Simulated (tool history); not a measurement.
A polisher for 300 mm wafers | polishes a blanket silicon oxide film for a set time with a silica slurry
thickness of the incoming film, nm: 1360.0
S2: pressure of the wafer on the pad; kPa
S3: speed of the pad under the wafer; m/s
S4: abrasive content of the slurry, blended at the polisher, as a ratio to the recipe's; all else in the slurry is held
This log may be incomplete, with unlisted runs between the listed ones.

run 1 hour=0.0 | flow_of_slurry_(ml/min)=235 S2=33.8 S3=1.48 S4=1.0 polishing_time_(s)=115 | film_removed_(Å)=5003.0
run 2 hour=2.9 | flow_of_slurry_(ml/min)=275 S2=33.8 S3=1.48 S4=1.0 polishing_time_(s)=115 | film_removed_(Å)=5047.4
run 3 hour=9.8 | flow_of_slurry_(ml/min)=275 S2=33.8 S3=1.48 S4=1.0 polishing_time_(s)=121 | film_removed_(Å)=5275.5
run 4 hour=10.7 | flow_of_slurry_(ml/min)=275 S2=30.3 S3=1.48 S4=1.0 polishing_time_(s)=121 | film_removed_(Å)=4798.1
run 5 hour=19.2 | flow_of_slurry_(ml/min)=275 S2=30.3 S3=1.48 S4=1.0 polishing_time_(s)=121 | film_removed_(Å)=4822.4
run 6 hour=26.6 | flow_of_slurry_(ml/min)=275 S2=37.2 S3=1.48 S4=1.0 polishing_time_(s)=121 | film_removed_(Å)=5936.4
run 7 hour=31.3 | flow_of_slurry_(ml/min)=275 S2=32.4 S3=1.48 S4=1.0 polishing_time_(s)=121 | film_removed_(Å)=5117.1
run 8 hour=37.8 | flow_of_slurry_(ml/min)=275 S2=29.6 S3=1.48 S4=1.0 polishing_time_(s)=121 | film_removed_(Å)=4676.9
run 9 hour=39.2 | flow_of_slurry_(ml/min)=275 S2=27.6 S3=1.48 S4=1.0 polishing_time_(s)=121 | film_removed_(Å)=4366.7

Run 10 is up next; what results do you expect?
run 10 hour=47.8 | flow_of_slurry_(ml/min)=275 S2=26.2 S3=1.48 S4=1.0 polishing_time_(s)=121 | film_removed_(Å)=?

film removed (Å): 4165.9
